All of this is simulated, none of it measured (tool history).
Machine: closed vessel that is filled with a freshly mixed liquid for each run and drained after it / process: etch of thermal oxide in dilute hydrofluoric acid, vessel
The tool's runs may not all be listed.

run	day	temperature setpoint of the liquid (°C)	parts of water to one part of 49 % hydrofluoric acid (parts by volume)	time in the liquid (s)	thickness taken off the thermal oxide on a monitor wafer (nm)
1	0	20	55	200	14.287
2	0.092	22.5	50	200	17.556
3	0.25	22.5	40	200	22.176
4	0.5	22.5	40	220	24.427
5	0.662	20	40	220	21.95
6	0.858	23.5	40	220	25.322

What will run 7 give?
7	1.138	25	40	220	?

thickness taken off the thermal oxide on a monitor wafer (nm): 27.176
